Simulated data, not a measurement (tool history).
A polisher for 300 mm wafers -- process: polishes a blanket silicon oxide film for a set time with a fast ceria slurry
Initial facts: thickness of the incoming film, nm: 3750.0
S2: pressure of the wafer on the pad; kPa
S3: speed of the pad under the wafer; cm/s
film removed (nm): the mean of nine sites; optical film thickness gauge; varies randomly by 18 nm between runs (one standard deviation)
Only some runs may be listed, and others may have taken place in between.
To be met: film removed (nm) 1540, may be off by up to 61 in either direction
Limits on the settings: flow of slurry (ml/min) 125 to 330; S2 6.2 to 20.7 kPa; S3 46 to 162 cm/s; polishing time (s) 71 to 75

{"run": 1, "day": 0.0, "flow of slurry (ml/min)": 210, "S2": 13.1, "S3": 104, "polishing time (s)": 71, "film removed (nm)": 899.17}
{"run": 2, "day": 0.188, "flow of slurry (ml/min)": 210, "S2": 13.1, "S3": 128, "polishing time (s)": 71, "film removed (nm)": 1052.5}
{"run": 3, "day": 0.308, "flow of slurry (ml/min)": 210, "S2": 13.1, "S3": 106, "polishing time (s)": 71, "film removed (nm)": 890.24}
{"run": 4, "day": 0.512, "flow of slurry (ml/min)": 155, "S2": 13.1, "S3": 106, "polishing time (s)": 71, "film removed (nm)": 840.32}
{"run": 5, "day": 0.867, "flow of slurry (ml/min)": 155, "S2": 13.1, "S3": 106, "polishing time (s)": 75, "film removed (nm)": 898.97}
{"run": 6, "day": 0.996, "flow of slurry (ml/min)": 175, "S2": 14.5, "S3": 106, "polishing time (s)": 75, "film removed (nm)": 998.09}
{"run": 7, "day": 1.225, "flow of slurry (ml/min)": 190, "S2": 15.9, "S3": 106, "polishing time (s)": 75, "film removed (nm)": 1120.8}
{"run": 8, "day": 1.417, "flow of slurry (ml/min)": 195, "S2": 20, "S3": 108, "polishing time (s)": 75, "film removed (nm)": 1419.8}
{"run": 9, "day": 1.517, "flow of slurry (ml/min)": 200, "S2": 20, "S3": 108, "polishing time (s)": 75, "film removed (nm)": 1448.5}

5 next moves are on the table. One of them brings every result within its allowed miss. Which?
{"run": "A", "day": 1.617, "flow of slurry (ml/min)": 205, "S2": 20.7, "S3": 122, "polishing time (s)": 74, "film removed (nm)": "?"}
{"run": "B", "day": 1.617, "flow of slurry (ml/min)": 165, "S2": 20.7, "S3": 104, "polishing time (s)": 74, "film removed (nm)": "?"}
{"run": "C", "day": 1.617, "flow of slurry (ml/min)": 155, "S2": 20, "S3": 128, "polishing time (s)": 73, "film removed (nm)": "?"}
{"run": "D", "day": 1.617, "flow of slurry (ml/min)": 190, "S2": 20.7, "S3": 104, "polishing time (s)": 73, "film removed (nm)": "?"}
{"run": "E", "day": 1.617, "flow of slurry (ml/min)": 160, "S2": 19.3, "S3": 136, "polishing time (s)": 75, "film removed (nm)": "?"}

move=A film_removed_(nm)=1621.4
move=B film_removed_(nm)=1361.8
move=C film_removed_(nm)=1540.2
move=D film_removed_(nm)=1375.7
move=E film_removed_(nm)=1623.6
A: pushes the last run's worst result past its target
B: moves away from the targets compared with the last run
C: every result lands within tolerance
D: moves away from the targets compared with the last run
E: pushes the last run's worst result past its target
C meets every target.

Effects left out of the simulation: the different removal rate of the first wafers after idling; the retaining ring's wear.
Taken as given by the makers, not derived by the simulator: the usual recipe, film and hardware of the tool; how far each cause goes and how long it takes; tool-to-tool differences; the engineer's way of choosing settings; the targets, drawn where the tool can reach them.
